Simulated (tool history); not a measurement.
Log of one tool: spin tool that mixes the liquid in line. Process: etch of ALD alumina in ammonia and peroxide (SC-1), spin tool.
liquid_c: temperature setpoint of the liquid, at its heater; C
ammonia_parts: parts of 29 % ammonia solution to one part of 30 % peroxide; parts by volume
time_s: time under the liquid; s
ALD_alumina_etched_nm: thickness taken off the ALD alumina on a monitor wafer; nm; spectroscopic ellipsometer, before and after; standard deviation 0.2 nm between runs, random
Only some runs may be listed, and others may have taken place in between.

run,hour,liquid_c,ammonia_parts,time_s,ALD_alumina_etched_nm
1,0.0,59.0,0.55,295,27.361
2,3.9,61.5,0.55,295,31.390
3,4.5,63.0,0.55,295,33.927
4,6.2,58.5,0.55,295,26.800
5,10.7,61.0,0.55,295,30.585
6,16.3,61.0,0.70,295,31.355
7,24.4,63.0,0.70,295,34.252
8,28.9,64.5,0.70,295,37.368
9,29.6,65.5,0.70,295,39.270
10,32.5,66.0,0.70,295,40.044
11,35.3,66.5,0.70,295,41.073
12,35.9,67.0,0.70,295,42.157

What will run 13 give?
13,37.8,67.5,0.70,295,?

Run 13 produced ALD_alumina_etched_nm 43.111 nm.
